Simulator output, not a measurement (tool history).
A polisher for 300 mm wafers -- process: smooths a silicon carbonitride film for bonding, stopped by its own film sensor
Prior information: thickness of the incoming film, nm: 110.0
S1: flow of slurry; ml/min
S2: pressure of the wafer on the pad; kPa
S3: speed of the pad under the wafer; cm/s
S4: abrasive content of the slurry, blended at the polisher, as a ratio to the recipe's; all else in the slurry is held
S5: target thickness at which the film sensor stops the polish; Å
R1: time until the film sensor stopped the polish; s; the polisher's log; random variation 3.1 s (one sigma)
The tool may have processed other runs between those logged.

run,day,S1,S2,S3,S4,S5,R1
1,0.000,175,9.7,86,1.0,890,129.33
2,0.079,135,9.7,86,1.0,890,133.28
3,0.321,135,9.7,86,1.1,890,129.51
4,0.583,135,9.7,70,1.1,890,147.84
5,0.646,135,7.6,66,1.1,890,198.80
6,0.854,135,5.5,66,1.1,890,267.02

For run 7, what comes out?
7,1.112,130,4.8,66,1.1,890,?

Run 7 came out at R1 310.79 s.
